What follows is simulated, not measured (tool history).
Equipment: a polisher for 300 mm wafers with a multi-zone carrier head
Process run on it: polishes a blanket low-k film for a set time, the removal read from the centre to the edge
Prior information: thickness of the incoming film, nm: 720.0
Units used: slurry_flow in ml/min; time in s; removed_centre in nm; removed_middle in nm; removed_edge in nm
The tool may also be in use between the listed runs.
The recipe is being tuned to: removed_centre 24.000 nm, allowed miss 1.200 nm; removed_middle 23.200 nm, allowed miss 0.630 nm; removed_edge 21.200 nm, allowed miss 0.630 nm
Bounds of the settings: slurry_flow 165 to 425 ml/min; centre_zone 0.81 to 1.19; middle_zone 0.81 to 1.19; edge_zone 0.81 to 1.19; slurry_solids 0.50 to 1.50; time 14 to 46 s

run,hour,slurry_flow,centre_zone,middle_zone,edge_zone,slurry_solids,time,removed_centre,removed_middle,removed_edge
1,0.0,275,1.00,1.00,1.00,1.00,30,16.938,16.752,15.673
2,5.4,275,1.00,1.08,1.00,1.00,30,16.873,17.846,15.719
3,12.5,285,1.03,1.09,1.04,1.10,30,18.314,18.814,16.691
4,18.6,285,1.03,1.09,1.09,1.10,30,18.435,18.910,16.982
5,24.4,255,1.03,1.09,1.09,1.10,30,17.851,18.470,17.084
6,26.0,255,1.05,1.10,1.10,1.20,30,18.930,19.758,17.618
7,29.9,255,1.05,1.10,1.10,1.20,30,18.734,19.625,17.684
8,33.6,265,1.07,1.09,1.12,1.30,30,19.983,19.956,18.332
# hour 39.0: edge zone pressure recalibrated
9,39.0,270,1.08,1.10,1.13,1.35,30,21.025,20.615,19.662
10,41.9,270,1.08,1.10,1.13,1.35,30,21.067,20.415,19.693
11,46.6,285,1.09,1.12,1.12,1.35,30,21.414,20.997,19.755
12,53.3,300,1.10,1.14,1.11,1.35,30,21.361,21.418,19.619
13,59.0,310,1.12,1.15,1.11,1.35,30,21.821,21.525,19.620

Of the 4 settings listed for the next run, only one would bring every result within its allowed miss of target. Which one?
A,64.7,280,1.07,1.14,1.09,1.20,31,?,?,?
B,64.7,385,1.12,1.10,1.04,1.30,33,?,?,?
C,64.7,365,1.14,0.98,1.19,1.45,30,?,?,?
D,64.7,285,0.87,1.16,1.19,1.45,32,?,?,?

move,removed_centre,removed_middle,removed_edge
A,20.389,20.948,19.183
B,24.169,22.995,21.103
C,23.131,19.641,21.282
D,18.676,23.646,22.233
A: misses by more than the last run did
B: every result lands within tolerance
C: misses by more than the last run did
D: gets the furthest-off result to its target, but another result is out of tolerance
Correct choice: B, which meets every target

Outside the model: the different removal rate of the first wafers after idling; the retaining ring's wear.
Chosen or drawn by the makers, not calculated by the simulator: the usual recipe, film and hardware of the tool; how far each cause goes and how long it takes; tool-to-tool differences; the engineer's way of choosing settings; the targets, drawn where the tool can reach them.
